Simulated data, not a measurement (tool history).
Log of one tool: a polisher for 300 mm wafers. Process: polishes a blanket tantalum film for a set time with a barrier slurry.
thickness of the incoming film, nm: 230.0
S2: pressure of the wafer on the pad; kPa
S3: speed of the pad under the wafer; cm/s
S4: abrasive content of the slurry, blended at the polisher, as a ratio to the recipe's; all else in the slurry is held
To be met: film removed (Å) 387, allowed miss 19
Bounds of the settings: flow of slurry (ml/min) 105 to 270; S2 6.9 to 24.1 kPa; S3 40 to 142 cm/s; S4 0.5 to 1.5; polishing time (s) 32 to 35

Run 1, hour 0: flow of slurry (ml/min) 175, S2 15.2 kPa, S3 90 cm/s, S4 1, polishing time (s) 35. Result: film removed (Å) 537.08.
Run 2, hour 7.1: flow of slurry (ml/min) 175, S2 15.2 kPa, S3 78 cm/s, S4 1, polishing time (s) 35. Result: film removed (Å) 469.31.
Run 3, hour 10.2: flow of slurry (ml/min) 155, S2 15.2 kPa, S3 78 cm/s, S4 1, polishing time (s) 35. Result: film removed (Å) 452.08.
Run 4, hour 16.7: flow of slurry (ml/min) 155, S2 15.2 kPa, S3 78 cm/s, S4 1.2, polishing time (s) 35. Result: film removed (Å) 493.77.
Run 5, hour 17.4: flow of slurry (ml/min) 175, S2 15.2 kPa, S3 78 cm/s, S4 1.2, polishing time (s) 35. Result: film removed (Å) 509.31.
Run 6, hour 20.5: flow of slurry (ml/min) 170, S2 14.5 kPa, S3 78 cm/s, S4 1.2, polishing time (s) 35. Result: film removed (Å) 472.45.
Run 7, hour 24.3: flow of slurry (ml/min) 170, S2 13.8 kPa, S3 78 cm/s, S4 1.2, polishing time (s) 35. Result: film removed (Å) 460.35.
At hour 25.3: slurry nozzle cleaned.
Run 8, hour 25.3: flow of slurry (ml/min) 170, S2 13.1 kPa, S3 78 cm/s, S4 1.2, polishing time (s) 35. Result: film removed (Å) 495.38.
Run 9, hour 33.5: flow of slurry (ml/min) 170, S2 9 kPa, S3 66 cm/s, S4 1.2, polishing time (s) 35. Result: film removed (Å) 313.19.
Run 10, hour 41: flow of slurry (ml/min) 170, S2 9.7 kPa, S3 66 cm/s, S4 1.2, polishing time (s) 35. Result: film removed (Å) 320.64.
Run 11, hour 48.7: flow of slurry (ml/min) 170, S2 10.3 kPa, S3 66 cm/s, S4 1.2, polishing time (s) 35. Result: film removed (Å) 348.74.

4 next moves are on the table. One of them brings every result within its allowed miss. Which?
Run A, hour 56.4: flow of slurry (ml/min) 200, S2 11.7 kPa, S3 68 cm/s, S4 1.15, polishing time (s) 34. Result: film removed (Å) ?.
Run B, hour 56.4: flow of slurry (ml/min) 180, S2 11 kPa, S3 76 cm/s, S4 1.3, polishing time (s) 35. Result: film removed (Å) ?.
Run C, hour 56.4: flow of slurry (ml/min) 170, S2 13.8 kPa, S3 66 cm/s, S4 1.25, polishing time (s) 35. Result: film removed (Å) ?.
Run D, hour 56.4: flow of slurry (ml/min) 160, S2 12.4 kPa, S3 64 cm/s, S4 1.25, polishing time (s) 32. Result: film removed (Å) ?.

move  film removed (Å)
   A            382.74
   B            426.33
   C             441.2
   D            353.79
A: meets every target
B: takes the result that was furthest off past its target
C: takes the result that was furthest off past its target
D: nearer than the last run, and not there yet
Move A is the one to make.
